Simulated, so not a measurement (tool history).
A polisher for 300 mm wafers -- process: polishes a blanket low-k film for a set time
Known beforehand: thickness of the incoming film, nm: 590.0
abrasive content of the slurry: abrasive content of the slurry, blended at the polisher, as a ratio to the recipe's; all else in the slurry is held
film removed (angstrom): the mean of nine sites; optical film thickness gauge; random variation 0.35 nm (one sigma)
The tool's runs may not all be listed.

run  hour  flow of slurry (ml/min)  pressure of the wafer on the pad (psi)  speed of the pad under the wafer (m/s)  abrasive content of the slurry  polishing time (s)  film removed (angstrom)
  1     0                      285                                     2.2                                    0.98                               1                  97                   355.62
  2   1.4                      285                                     2.2                                     0.8                               1                  97                   305.43
  3   6.9                      290                                     2.4                                     0.8                               1                  97                   327.69
  4    12                      290                                     2.6                                     0.8                               1                  97                   354.19
  5  18.3                      290                                     2.6                                     0.8                               1                 103                   379.46
  6  25.1                      290                                     2.6                                     0.8                             0.8                 103                   341.47
  7  27.6                      290                                     2.8                                     0.8                             0.8                 103                   373.94
  8  35.1                      290                                     2.9                                     0.8                             0.8                 103                   381.57
  9  41.8                      290                                       3                                     0.8                             0.8                 103                   397.73
 10  47.4                      290                                     3.1                                     0.8                             0.8                 103                   413.53

Predict the results of run 11:
 11  54.7                      290                                     3.1                                     0.8                             0.8                 103                        ?

For run 11 the tool returned film removed (angstrom) 414.6.
